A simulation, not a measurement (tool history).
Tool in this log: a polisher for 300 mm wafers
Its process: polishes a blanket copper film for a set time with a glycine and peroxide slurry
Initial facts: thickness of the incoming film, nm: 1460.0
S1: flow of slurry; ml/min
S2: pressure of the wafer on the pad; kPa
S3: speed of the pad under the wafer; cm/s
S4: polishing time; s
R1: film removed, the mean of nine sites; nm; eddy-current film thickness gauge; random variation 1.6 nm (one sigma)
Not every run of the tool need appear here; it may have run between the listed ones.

Run 1, hour 0.0: S1 160 ml/min, S2 24.1 kPa, S3 122 cm/s, S4 45 s. Result: R1 316.83 nm.
Run 2, hour 1.6: S1 155 ml/min, S2 23.4 kPa, S3 122 cm/s, S4 45 s. Result: R1 306.57 nm.
Run 3, hour 8.0: S1 150 ml/min, S2 22.8 kPa, S3 122 cm/s, S4 45 s. Result: R1 297.27 nm.
Run 4, hour 10.1: S1 150 ml/min, S2 22.8 kPa, S3 104 cm/s, S4 45 s. Result: R1 266.11 nm.
Run 5, hour 11.3: S1 150 ml/min, S2 22.8 kPa, S3 104 cm/s, S4 45 s. Result: R1 265.38 nm.
Run 6, hour 17.7: S1 190 ml/min, S2 22.8 kPa, S3 104 cm/s, S4 45 s. Result: R1 276.08 nm.
Run 7, hour 22.2: S1 185 ml/min, S2 22.8 kPa, S3 104 cm/s, S4 45 s. Result: R1 275.00 nm.

Forecast run 8:
Run 8, hour 22.8: S1 180 ml/min, S2 22.8 kPa, S3 104 cm/s, S4 45 s. Result: R1 ?.

R1: 271.74 nm

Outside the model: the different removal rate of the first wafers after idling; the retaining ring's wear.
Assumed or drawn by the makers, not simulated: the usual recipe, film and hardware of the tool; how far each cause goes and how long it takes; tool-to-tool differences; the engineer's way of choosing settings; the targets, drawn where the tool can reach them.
